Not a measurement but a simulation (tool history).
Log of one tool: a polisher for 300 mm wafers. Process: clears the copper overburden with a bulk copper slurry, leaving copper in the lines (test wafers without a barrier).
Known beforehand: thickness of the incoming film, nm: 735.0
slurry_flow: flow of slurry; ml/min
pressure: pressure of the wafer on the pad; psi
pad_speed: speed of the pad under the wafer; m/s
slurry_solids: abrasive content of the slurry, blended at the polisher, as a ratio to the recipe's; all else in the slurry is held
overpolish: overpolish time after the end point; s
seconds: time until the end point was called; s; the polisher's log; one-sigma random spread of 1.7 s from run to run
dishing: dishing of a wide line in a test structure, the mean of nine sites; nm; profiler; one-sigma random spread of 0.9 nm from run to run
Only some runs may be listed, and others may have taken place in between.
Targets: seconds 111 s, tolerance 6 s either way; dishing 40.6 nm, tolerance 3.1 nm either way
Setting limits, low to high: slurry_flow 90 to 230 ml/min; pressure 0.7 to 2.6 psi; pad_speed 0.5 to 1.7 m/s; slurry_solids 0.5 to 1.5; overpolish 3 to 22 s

run 1 hour=0 | slurry_flow=150 pressure=1.6 pad_speed=1.1 slurry_solids=1 overpolish=11 | seconds=151.35 dishing=33.649
run 2 hour=3.7 | slurry_flow=150 pressure=1.4 pad_speed=1.1 slurry_solids=1 overpolish=11 | seconds=177.7 dishing=29.508
run 3 hour=9.6 | slurry_flow=165 pressure=1.4 pad_speed=1.1 slurry_solids=1 overpolish=11 | seconds=176.98 dishing=29.634
run 4 hour=15.7 | slurry_flow=165 pressure=1.5 pad_speed=1.1 slurry_solids=1 overpolish=11 | seconds=163.14 dishing=32.567
run 5 hour=23.5 | slurry_flow=165 pressure=1.5 pad_speed=0.98 slurry_solids=1 overpolish=11 | seconds=180.83 dishing=28.842
run 6 hour=25.1 | slurry_flow=165 pressure=1.9 pad_speed=0.98 slurry_solids=1 overpolish=11 | seconds=146.26 dishing=35.001
run 7 hour=34 | slurry_flow=165 pressure=2 pad_speed=0.98 slurry_solids=1 overpolish=11 | seconds=141.98 dishing=38.243
run 8 hour=42.9 | slurry_flow=175 pressure=2.4 pad_speed=1.04 slurry_solids=1 overpolish=7 | seconds=105.63 dishing=32.671
-- hour=46.7 slurry blender recalibrated
run 9 hour=46.7 | slurry_flow=175 pressure=2.4 pad_speed=1.04 slurry_solids=1 overpolish=7 | seconds=104.83 dishing=32.554

4 candidate next runs follow, results not yet known. Just one meets every target within its allowed miss. Identify it.
run A hour=50.5 | slurry_flow=190 pressure=2.2 pad_speed=1.08 slurry_solids=1 overpolish=7 | seconds=? dishing=?
run B hour=50.5 | slurry_flow=155 pressure=2.5 pad_speed=1.06 slurry_solids=1.05 overpolish=9 | seconds=? dishing=?
run C hour=50.5 | slurry_flow=160 pressure=2.6 pad_speed=0.88 slurry_solids=1.05 overpolish=10 | seconds=? dishing=?
run D hour=50.5 | slurry_flow=175 pressure=2.3 pad_speed=1.12 slurry_solids=1.15 overpolish=9 | seconds=? dishing=?

move=A seconds=109.13 dishing=32.338
move=B seconds=99.656 dishing=43.784
move=C seconds=114.3 dishing=42.737
move=D seconds=99.138 dishing=43.713
A: no better and no worse than the last run
B: carries the result that was furthest off beyond its target, to the other side
C: all results land within tolerance of their targets
D: carries the result that was furthest off beyond its target, to the other side
Correct choice: C, which meets every target
